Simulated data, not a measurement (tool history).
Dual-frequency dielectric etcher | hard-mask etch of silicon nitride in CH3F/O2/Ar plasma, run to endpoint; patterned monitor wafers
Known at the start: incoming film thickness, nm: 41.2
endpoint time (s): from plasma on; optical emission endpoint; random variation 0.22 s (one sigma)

{"run": 1, "hour": 0.0, "source power (kW)": 0.53, "bias power (kW)": 0.1, "endpoint time (s)": 43.873}
{"run": 2, "hour": 2.9, "source power (kW)": 0.48, "bias power (kW)": 0.1, "endpoint time (s)": 45.867}
{"run": 3, "hour": 4.2, "source power (kW)": 0.48, "bias power (kW)": 0.111, "endpoint time (s)": 44.154}
{"run": 4, "hour": 11.2, "source power (kW)": 0.46, "bias power (kW)": 0.111, "endpoint time (s)": 45.303}
{"run": 5, "hour": 16.5, "source power (kW)": 0.45, "bias power (kW)": 0.111, "endpoint time (s)": 45.449}
{"run": 6, "hour": 25.4, "source power (kW)": 0.45, "bias power (kW)": 0.12, "endpoint time (s)": 44.493}

The next listed run, before its measurement:
{"run": 7, "hour": 27.8, "source power (kW)": 0.35, "bias power (kW)": 0.115, "endpoint time (s)": "?"}

endpoint time (s): 50.994
